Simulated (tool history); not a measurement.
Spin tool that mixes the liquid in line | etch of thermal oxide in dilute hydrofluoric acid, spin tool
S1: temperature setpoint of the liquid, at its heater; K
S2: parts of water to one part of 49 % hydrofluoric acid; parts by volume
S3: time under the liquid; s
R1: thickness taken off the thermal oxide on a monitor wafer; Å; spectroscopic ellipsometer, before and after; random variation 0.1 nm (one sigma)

run	hour	S1	S2	S3	R1
1	0.0	299.15	80	240	167.26
2	7.2	299.15	80	260	182.83
3	8.2	296.65	80	260	166.47
4	10.9	296.65	80	240	152.08
5	19.1	299.65	80	240	170.99
6	27.5	302.15	80	240	188.33

Run 7 comes next. What will it give?
7	33.3	300.65	80	240	?

Run 7 gave R1 177.35 Å.
